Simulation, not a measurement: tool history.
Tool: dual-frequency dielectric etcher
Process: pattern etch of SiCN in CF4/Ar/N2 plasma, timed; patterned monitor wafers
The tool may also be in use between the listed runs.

run  hour  source power (kW)  bias power (kW)  Ar flow (sccm)  CF4 flow (sccm)  etch time (s)  mean etch depth across the wafer (angstrom)
  1     0               0.55            0.073              93               78            154                                       1549.6
  2   3.8               0.55            0.073              93               78            154                                       1544.8
  3  12.3               0.55            0.073              93               88            154                                       1569.3
  4  18.1                0.5            0.071              94               87            154                                       1404.9
  5  21.2               0.47             0.07              94               87            154                                       1300.4
  6    23               0.45             0.07              94               87            154                                       1240.1

Run 7 comes next. What will it give?
  7  27.6               0.43             0.07              94               87            154                                            ?

mean etch depth across the wafer (angstrom): 1177.7
